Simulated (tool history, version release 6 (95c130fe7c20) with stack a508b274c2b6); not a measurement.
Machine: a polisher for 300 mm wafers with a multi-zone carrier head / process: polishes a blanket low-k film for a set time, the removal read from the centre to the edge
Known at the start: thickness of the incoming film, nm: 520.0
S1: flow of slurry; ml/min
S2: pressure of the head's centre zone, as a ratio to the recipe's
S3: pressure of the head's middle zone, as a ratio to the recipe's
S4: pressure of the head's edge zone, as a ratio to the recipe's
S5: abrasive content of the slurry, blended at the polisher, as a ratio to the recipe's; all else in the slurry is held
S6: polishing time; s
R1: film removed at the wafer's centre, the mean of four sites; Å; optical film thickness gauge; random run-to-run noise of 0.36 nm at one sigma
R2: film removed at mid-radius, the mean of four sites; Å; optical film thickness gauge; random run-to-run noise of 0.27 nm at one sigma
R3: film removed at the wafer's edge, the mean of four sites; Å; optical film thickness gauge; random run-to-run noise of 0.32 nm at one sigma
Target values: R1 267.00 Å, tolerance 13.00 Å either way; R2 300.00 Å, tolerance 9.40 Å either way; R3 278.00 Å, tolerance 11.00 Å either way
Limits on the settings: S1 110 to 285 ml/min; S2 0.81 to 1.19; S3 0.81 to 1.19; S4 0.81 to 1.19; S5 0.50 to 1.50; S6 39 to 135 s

{"run": 1, "hour": 0.0, "S1": 180, "S2": 1.0, "S3": 1.0, "S4": 1.0, "S5": 1.0, "S6": 87, "R1": 365.17, "R2": 348.04, "R3": 347.53}
{"run": 2, "hour": 6.1, "S1": 150, "S2": 1.0, "S3": 1.0, "S4": 1.0, "S5": 1.0, "S6": 87, "R1": 351.63, "R2": 342.96, "R3": 330.1}
{"run": 3, "hour": 10.3, "S1": 140, "S2": 0.96, "S3": 0.99, "S4": 0.98, "S5": 0.95, "S6": 87, "R1": 319.02, "R2": 327.18, "R3": 330.01}
{"run": 4, "hour": 17.3, "S1": 140, "S2": 0.96, "S3": 0.99, "S4": 0.9, "S5": 0.95, "S6": 87, "R1": 327.51, "R2": 340.58, "R3": 315.56}
{"run": 5, "hour": 23.0, "S1": 135, "S2": 0.94, "S3": 0.99, "S4": 0.89, "S5": 0.9, "S6": 87, "R1": 317.32, "R2": 328.47, "R3": 308.52}
{"run": 6, "hour": 26.6, "S1": 110, "S2": 0.94, "S3": 0.99, "S4": 0.89, "S5": 0.9, "S6": 87, "R1": 305.37, "R2": 315.56, "R3": 296.38}
{"run": 7, "hour": 29.2, "S1": 110, "S2": 0.92, "S3": 1.0, "S4": 0.88, "S5": 0.85, "S6": 87, "R1": 289.28, "R2": 310.04, "R3": 289.39}
{"run": 8, "hour": 37.2, "S1": 110, "S2": 0.91, "S3": 1.0, "S4": 0.88, "S5": 0.85, "S6": 87, "R1": 288.19, "R2": 308.76, "R3": 291.49}
{"run": 9, "hour": 39.0, "S1": 110, "S2": 0.9, "S3": 1.01, "S4": 0.87, "S5": 0.8, "S6": 87, "R1": 288.18, "R2": 305.24, "R3": 286.95}
{"run": 10, "hour": 45.3, "S1": 110, "S2": 0.88, "S3": 1.02, "S4": 0.86, "S5": 0.8, "S6": 87, "R1": 272.45, "R2": 312.41, "R3": 284.85}
{"run": 11, "hour": 50.0, "S1": 110, "S2": 0.88, "S3": 1.01, "S4": 0.86, "S5": 0.8, "S6": 87, "R1": 276.57, "R2": 312.72, "R3": 283.17}
{"run": 12, "hour": 56.1, "S1": 110, "S2": 0.88, "S3": 1.01, "S4": 0.86, "S5": 0.8, "S6": 87, "R1": 274.37, "R2": 313.05, "R3": 283.66}

Which of these 4 next moves meets every target?
{"run": "A", "hour": 62.2, "S1": 125, "S2": 0.89, "S3": 0.92, "S4": 0.88, "S5": 0.75, "S6": 91, "R1": "?", "R2": "?", "R3": "?"}
{"run": "B", "hour": 62.2, "S1": 125, "S2": 0.81, "S3": 1.05, "S4": 0.82, "S5": 0.75, "S6": 89, "R1": "?", "R2": "?", "R3": "?"}
{"run": "C", "hour": 62.2, "S1": 120, "S2": 0.83, "S3": 1.0, "S4": 0.93, "S5": 0.8, "S6": 89, "R1": "?", "R2": "?", "R3": "?"}
{"run": "D", "hour": 62.2, "S1": 110, "S2": 0.9, "S3": 0.99, "S4": 0.89, "S5": 0.9, "S6": 82, "R1": "?", "R2": "?", "R3": "?"}

move=A R1=295.61 R2=305.54 R3=306.22
move=B R1=263.12 R2=330.85 R3=289.74
move=C R1=271.97 R2=321.63 R3=310.56
move=D R1=275.53 R2=298.54 R3=286.17
A: puts the biggest miss on target and leaves a different result outside tolerance
B: further off than the last run
C: further off than the last run
D: each result inside its tolerance
The move that meets every target is D.
